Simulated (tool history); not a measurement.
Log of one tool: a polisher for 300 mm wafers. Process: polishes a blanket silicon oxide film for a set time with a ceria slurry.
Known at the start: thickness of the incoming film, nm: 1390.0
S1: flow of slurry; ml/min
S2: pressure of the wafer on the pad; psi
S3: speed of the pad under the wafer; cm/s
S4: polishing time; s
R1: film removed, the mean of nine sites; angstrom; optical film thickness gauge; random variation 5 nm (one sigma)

run,day,S1,S2,S3,S4,R1
1,0.000,155,3.1,102,74,2944.8
2,0.121,160,3.3,102,74,3164.2
3,0.479,165,3.5,102,74,3320.1
4,0.717,150,3.5,102,74,3200.1
5,0.817,150,3.5,84,74,2692.9
6,1.000,160,3.8,84,74,2998.7
7,1.112,170,4.0,84,74,3156.8

Forecast run 8:
8,1.438,175,4.2,84,74,?

R1: 3330.5 angstrom
